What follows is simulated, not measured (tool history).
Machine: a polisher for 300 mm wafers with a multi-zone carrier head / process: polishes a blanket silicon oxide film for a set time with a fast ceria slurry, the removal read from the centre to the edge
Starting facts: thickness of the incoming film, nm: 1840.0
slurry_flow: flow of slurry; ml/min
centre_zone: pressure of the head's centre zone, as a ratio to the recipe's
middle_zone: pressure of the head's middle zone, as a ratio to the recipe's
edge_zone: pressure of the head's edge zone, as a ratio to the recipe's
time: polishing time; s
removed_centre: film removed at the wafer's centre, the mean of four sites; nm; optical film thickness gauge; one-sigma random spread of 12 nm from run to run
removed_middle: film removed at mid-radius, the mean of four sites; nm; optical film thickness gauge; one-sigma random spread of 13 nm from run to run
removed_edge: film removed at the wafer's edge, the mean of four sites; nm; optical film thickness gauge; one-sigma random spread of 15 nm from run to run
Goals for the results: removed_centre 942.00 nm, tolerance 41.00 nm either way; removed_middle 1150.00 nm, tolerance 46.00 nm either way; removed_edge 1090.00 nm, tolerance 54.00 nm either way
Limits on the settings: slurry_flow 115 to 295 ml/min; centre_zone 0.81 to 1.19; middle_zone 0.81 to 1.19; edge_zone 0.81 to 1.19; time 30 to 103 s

run	hour	slurry_flow	centre_zone	middle_zone	edge_zone	time	removed_centre	removed_middle	removed_edge
1	0.0	190	1.00	1.00	1.00	66	750.99	801.21	757.00
2	5.5	190	1.00	1.00	1.00	73	818.11	860.25	868.30
3	7.4	195	1.00	1.05	1.02	76	858.64	938.00	929.44
4	15.2	205	1.00	1.09	1.03	78	928.27	1017.90	940.92
5	23.7	205	1.06	1.09	1.03	78	978.70	1010.10	926.94
6	31.5	205	1.06	1.09	1.03	89	1083.30	1143.50	1100.00
7	36.7	195	1.03	1.10	1.02	89	1034.70	1157.30	1101.80
8	39.4	185	1.02	1.10	1.01	89	1036.40	1142.10	1037.70
9	40.7	185	0.99	1.10	1.02	89	1029.30	1144.60	1057.00
10	42.6	185	0.95	1.09	1.02	89	981.58	1134.20	1073.50

Which single option among these 5 for the next run brings every result within its allowed miss of target? Just one does.
A	44.5	150	0.86	1.10	1.08	93	?	?	?
B	44.5	215	0.93	1.08	1.00	91	?	?	?
C	44.5	225	1.07	0.95	1.09	90	?	?	?
D	44.5	195	1.00	1.06	0.95	92	?	?	?
E	44.5	205	1.16	1.13	1.00	83	?	?	?

move	removed_centre	removed_middle	removed_edge
A	932.37	1169.60	1101.40
B	1021.40	1193.90	1083.00
C	1111.30	1065.10	1124.60
D	1064.40	1171.50	1057.80
E	1067.70	1123.70	982.34
A: in spec on every target
B: misses by more than the last run did
C: misses by more than the last run did
D: misses by more than the last run did
E: misses by more than the last run did
Correct choice: A, which meets every target

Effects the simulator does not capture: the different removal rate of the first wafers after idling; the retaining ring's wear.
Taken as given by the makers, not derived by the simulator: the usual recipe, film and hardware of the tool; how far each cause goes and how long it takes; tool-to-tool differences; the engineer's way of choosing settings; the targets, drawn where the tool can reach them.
